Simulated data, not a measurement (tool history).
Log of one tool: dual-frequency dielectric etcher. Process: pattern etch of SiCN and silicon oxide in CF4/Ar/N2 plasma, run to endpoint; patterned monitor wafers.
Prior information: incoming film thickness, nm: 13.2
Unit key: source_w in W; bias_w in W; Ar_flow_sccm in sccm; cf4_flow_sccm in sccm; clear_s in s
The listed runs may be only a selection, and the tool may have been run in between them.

Run 1, day 0.000: source_w 420 W, bias_w 60 W, Ar_flow_sccm 114 sccm, cf4_flow_sccm 54 sccm. Result: clear_s 21.066 s.
Run 2, day 0.233: source_w 450 W, bias_w 60 W, Ar_flow_sccm 114 sccm, cf4_flow_sccm 54 sccm. Result: clear_s 19.608 s.
Run 3, day 0.308: source_w 480 W, bias_w 60 W, Ar_flow_sccm 114 sccm, cf4_flow_sccm 54 sccm. Result: clear_s 18.213 s.
Run 4, day 0.625: source_w 490 W, bias_w 60 W, Ar_flow_sccm 114 sccm, cf4_flow_sccm 54 sccm. Result: clear_s 17.794 s.
Run 5, day 0.717: source_w 460 W, bias_w 60 W, Ar_flow_sccm 114 sccm, cf4_flow_sccm 54 sccm. Result: clear_s 19.100 s.
Run 6, day 0.846: source_w 480 W, bias_w 60 W, Ar_flow_sccm 114 sccm, cf4_flow_sccm 54 sccm. Result: clear_s 18.393 s.
Run 7, day 1.171: source_w 490 W, bias_w 60 W, Ar_flow_sccm 114 sccm, cf4_flow_sccm 54 sccm. Result: clear_s 17.876 s.
Run 8, day 1.458: source_w 500 W, bias_w 60 W, Ar_flow_sccm 114 sccm, cf4_flow_sccm 54 sccm. Result: clear_s 17.511 s.

Expected results for the next run?
Run 9, day 1.542: source_w 510 W, bias_w 60 W, Ar_flow_sccm 114 sccm, cf4_flow_sccm 54 sccm. Result: clear_s ?.

{"run 9": {"clear_s": 16.935}}

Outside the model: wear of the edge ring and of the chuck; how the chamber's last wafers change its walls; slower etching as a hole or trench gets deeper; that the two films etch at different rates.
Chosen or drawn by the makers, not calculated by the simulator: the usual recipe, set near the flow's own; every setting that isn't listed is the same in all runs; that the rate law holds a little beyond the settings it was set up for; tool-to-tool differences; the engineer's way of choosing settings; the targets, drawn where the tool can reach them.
